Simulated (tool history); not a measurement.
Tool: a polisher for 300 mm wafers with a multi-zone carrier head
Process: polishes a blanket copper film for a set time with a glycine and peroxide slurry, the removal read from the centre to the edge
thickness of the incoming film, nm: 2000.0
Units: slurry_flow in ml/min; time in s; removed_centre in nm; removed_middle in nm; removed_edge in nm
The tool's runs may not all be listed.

run    day  slurry_flow  centre_zone  middle_zone  edge_zone  time  removed_centre  removed_middle  removed_edge
  1      0          205            1            1          1    57          300.86           287.9        295.27
  2  0.042          205         0.96            1          1    57          287.34          287.12        299.17
  3    0.4          205         1.03            1          1    57           302.6          285.33        293.81
  4  0.517          205         1.03            1          1    43          234.55          215.31        225.49
  5  0.583          205         1.03            1          1    57          312.04          290.01        297.75
  6  0.754          205         1.03            1          1    44          240.61          218.32         226.9
  7  1.104          210         1.02         1.01       1.02    45          239.63          227.71        236.82
  8  1.417          215         1.02         1.01       1.04    46           249.1          231.42        246.45

Forecast run 9:
  9  1.75          220         1.02         1.02       1.06    46               ?               ?             ?

Run 9 gave removed_centre 246.72 nm, removed_middle 233.15 nm, removed_edge 246.45 nm.

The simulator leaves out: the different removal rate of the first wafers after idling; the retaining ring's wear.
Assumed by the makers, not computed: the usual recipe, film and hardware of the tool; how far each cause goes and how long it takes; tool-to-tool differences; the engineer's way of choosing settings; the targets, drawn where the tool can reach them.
